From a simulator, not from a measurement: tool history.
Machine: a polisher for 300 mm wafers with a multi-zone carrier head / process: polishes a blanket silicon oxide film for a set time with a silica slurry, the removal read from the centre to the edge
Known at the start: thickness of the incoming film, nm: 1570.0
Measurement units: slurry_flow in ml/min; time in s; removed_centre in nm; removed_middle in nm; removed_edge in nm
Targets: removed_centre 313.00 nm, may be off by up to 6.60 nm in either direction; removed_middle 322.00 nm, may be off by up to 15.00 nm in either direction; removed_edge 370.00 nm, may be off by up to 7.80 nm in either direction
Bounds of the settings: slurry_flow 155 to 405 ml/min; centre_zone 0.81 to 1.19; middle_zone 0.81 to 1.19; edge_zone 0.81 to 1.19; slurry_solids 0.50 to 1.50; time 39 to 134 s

run,hour,slurry_flow,centre_zone,middle_zone,edge_zone,slurry_solids,time,removed_centre,removed_middle,removed_edge
1,0.0,260,1.00,1.00,1.00,1.00,86,246.15,247.33,248.82
2,4.7,260,1.00,1.00,1.00,1.15,86,260.50,261.24,262.65
3,12.5,265,0.98,0.99,1.05,1.25,89,275.04,284.69,292.79
4,15.2,275,0.97,0.97,1.09,1.30,90,280.84,282.76,306.98
5,18.7,280,0.96,0.97,1.12,1.35,91,286.99,287.82,319.60
6,25.0,285,0.95,0.97,1.14,1.40,92,293.61,294.96,329.58
7,31.4,280,0.94,0.97,1.15,1.45,94,299.09,312.63,341.68
8,36.7,295,0.93,0.96,1.16,1.45,95,301.80,310.09,352.30
9,44.0,310,0.93,0.96,1.17,1.45,95,305.35,310.50,352.72
10,46.8,315,0.92,0.96,1.18,1.45,96,302.33,315.76,359.46

Exercise: of the 4 proposed moves below, exactly one satisfies all targets within the stated allowed misses. Which move is it?
A,49.6,355,0.81,0.86,1.19,1.15,105,?,?,?
B,49.6,250,0.91,1.07,1.11,1.45,96,?,?,?
C,49.6,275,0.91,0.94,1.15,1.45,101,?,?,?
D,49.6,310,0.87,0.95,1.13,1.45,93,?,?,?

move,removed_centre,removed_middle,removed_edge
A,278.97,287.74,362.86
B,295.09,334.83,341.27
C,314.07,319.35,369.39
D,283.21,300.50,340.29
A: further off than the last run
B: further off than the last run
C: hits every target within its allowed miss
D: further off than the last run
Correct choice: C, which meets every target

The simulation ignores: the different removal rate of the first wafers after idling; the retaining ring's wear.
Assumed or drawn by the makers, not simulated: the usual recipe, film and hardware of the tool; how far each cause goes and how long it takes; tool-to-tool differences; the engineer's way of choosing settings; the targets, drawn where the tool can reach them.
